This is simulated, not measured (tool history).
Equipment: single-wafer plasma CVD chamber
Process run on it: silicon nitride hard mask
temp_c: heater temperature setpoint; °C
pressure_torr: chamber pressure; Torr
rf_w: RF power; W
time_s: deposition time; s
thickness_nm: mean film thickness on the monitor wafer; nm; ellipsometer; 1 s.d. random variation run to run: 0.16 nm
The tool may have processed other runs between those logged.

{"run": 1, "day": 0.0, "temp_c": 380, "pressure_torr": 1.64, "rf_w": 245, "time_s": 34.8, "thickness_nm": 39.284}
{"run": 2, "day": 0.179, "temp_c": 380, "pressure_torr": 1.55, "rf_w": 235, "time_s": 34.8, "thickness_nm": 36.941}
{"run": 3, "day": 0.258, "temp_c": 370, "pressure_torr": 1.55, "rf_w": 235, "time_s": 34.8, "thickness_nm": 37.024}
{"run": 4, "day": 0.504, "temp_c": 370, "pressure_torr": 1.47, "rf_w": 230, "time_s": 34.8, "thickness_nm": 35.966}
{"run": 5, "day": 0.65, "temp_c": 370, "pressure_torr": 1.47, "rf_w": 230, "time_s": 36.0, "thickness_nm": 37.237}
{"run": 6, "day": 0.775, "temp_c": 370, "pressure_torr": 1.41, "rf_w": 225, "time_s": 35.9, "thickness_nm": 35.754}
{"run": 7, "day": 1.1, "temp_c": 370, "pressure_torr": 1.35, "rf_w": 220, "time_s": 35.9, "thickness_nm": 34.419}
{"run": 8, "day": 1.4, "temp_c": 370, "pressure_torr": 1.02, "rf_w": 205, "time_s": 35.8, "thickness_nm": 28.956}
{"run": 9, "day": 1.433, "temp_c": 370, "pressure_torr": 1.05, "rf_w": 205, "time_s": 35.8, "thickness_nm": 29.086}
{"run": 10, "day": 1.762, "temp_c": 370, "pressure_torr": 1.08, "rf_w": 205, "time_s": 35.8, "thickness_nm": 29.645}
{"run": 11, "day": 2.138, "temp_c": 370, "pressure_torr": 1.1, "rf_w": 205, "time_s": 35.8, "thickness_nm": 29.659}

What does the tool deliver on the next run?
{"run": 12, "day": 2.25, "temp_c": 370, "pressure_torr": 1.12, "rf_w": 205, "time_s": 35.8, "thickness_nm": "?"}

Logged for run 12: thickness_nm 29.773 nm.

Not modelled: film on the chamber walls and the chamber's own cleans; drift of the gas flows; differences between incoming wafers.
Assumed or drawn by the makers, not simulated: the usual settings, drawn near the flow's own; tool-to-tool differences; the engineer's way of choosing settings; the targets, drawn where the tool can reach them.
